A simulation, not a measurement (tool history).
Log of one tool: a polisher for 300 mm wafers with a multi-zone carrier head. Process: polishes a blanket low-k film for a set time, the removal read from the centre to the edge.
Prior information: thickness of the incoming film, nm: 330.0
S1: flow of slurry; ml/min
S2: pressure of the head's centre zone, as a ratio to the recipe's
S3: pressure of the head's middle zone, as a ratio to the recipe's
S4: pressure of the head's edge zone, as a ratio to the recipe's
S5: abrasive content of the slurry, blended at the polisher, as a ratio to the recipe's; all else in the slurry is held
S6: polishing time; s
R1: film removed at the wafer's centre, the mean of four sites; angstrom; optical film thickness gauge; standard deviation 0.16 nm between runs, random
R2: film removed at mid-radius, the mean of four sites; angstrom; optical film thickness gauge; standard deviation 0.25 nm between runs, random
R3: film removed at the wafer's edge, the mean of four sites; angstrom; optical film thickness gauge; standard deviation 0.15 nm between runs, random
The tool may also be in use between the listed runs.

run,day,S1,S2,S3,S4,S5,S6,R1,R2,R3
1,0,310,1,1,1,1,78,337.05,335.68,330.04
2,0.304,310,0.99,0.98,0.97,0.85,73,295.41,286.3,287.04
3,0.442,310,0.97,0.98,0.94,0.75,68,258.45,253.18,249.34
4,0.546,310,0.97,0.98,0.94,0.85,68,268.07,259.99,263.67
5,0.808,310,1.01,0.98,0.94,0.85,68,282.75,262.9,263.15
6,0.888,310,1.01,0.98,0.94,0.7,68,261.21,240.33,240.74
7,0.921,305,0.99,0.98,0.92,0.65,66,235.34,228.63,224.99
8,0.95,295,0.98,0.97,0.9,0.6,65,224.15,213.26,212.99
9,1.162,285,0.97,0.97,0.88,0.55,65,210.51,205.22,197.03
10,1.221,265,0.96,0.96,0.88,0.55,65,206.09,205.8,199.62
11,1.338,255,0.96,0.95,0.86,0.55,65,206.25,197.08,196.51
12,1.371,235,0.91,0.96,0.81,0.5,65,186.22,192.67,182.74

Estimate the outcome of run 13 from the log above:
13,1.446,240,0.91,0.95,0.82,0.5,65,?,?,?

R1: 184.24 angstrom
R2: 190.08 angstrom
R3: 181.09 angstrom
